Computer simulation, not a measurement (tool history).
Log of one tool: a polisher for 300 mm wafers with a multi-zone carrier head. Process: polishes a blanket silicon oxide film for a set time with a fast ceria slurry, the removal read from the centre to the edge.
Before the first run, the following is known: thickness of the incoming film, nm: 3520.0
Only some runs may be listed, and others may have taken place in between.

run  hour  flow of slurry (ml/min)  pressure of the head's centre zone  pressure of the head's middle zone  pressure of the head's edge zone  polishing time (s)  film removed at the wafer's centre (angstrom)  film removed at mid-radius (angstrom)  film removed at the wafer's edge (angstrom)
  1   0.0                      280                                1.00                                1.00                              1.00                  59                                          10620                                  10745                                        10667
  2   0.6                      280                                0.95                                1.00                              1.00                  59                                          10168                                  11034                                        10726
  3   4.2                      280                                0.95                                1.00                              1.03                  59                                          10191                                  10935                                        10894
  4  12.8                      280                                0.94                                1.00                              1.05                  61                                          10426                                  11548                                        11491
  5  15.6                      280                                0.97                                1.00                              1.05                  61                                          10803                                  11215                                        11341
  6  19.3                      280                                0.96                                0.99                              1.06                  62                                          10744                                  11309                                        11653
  7  22.7                      280                                0.96                                0.99                              1.07                  63                                          11267                                  11570                                        11687

The next listed run, before its measurement:
  8  31.5                      280                                0.94                                0.98                              1.08                  64                                              ?                                      ?                                            ?

{"run 8": {"film removed at the wafer's centre (angstrom)": 10890, "film removed at mid-radius (angstrom)": 11577, "film removed at the wafer's edge (angstrom)": 12424}}

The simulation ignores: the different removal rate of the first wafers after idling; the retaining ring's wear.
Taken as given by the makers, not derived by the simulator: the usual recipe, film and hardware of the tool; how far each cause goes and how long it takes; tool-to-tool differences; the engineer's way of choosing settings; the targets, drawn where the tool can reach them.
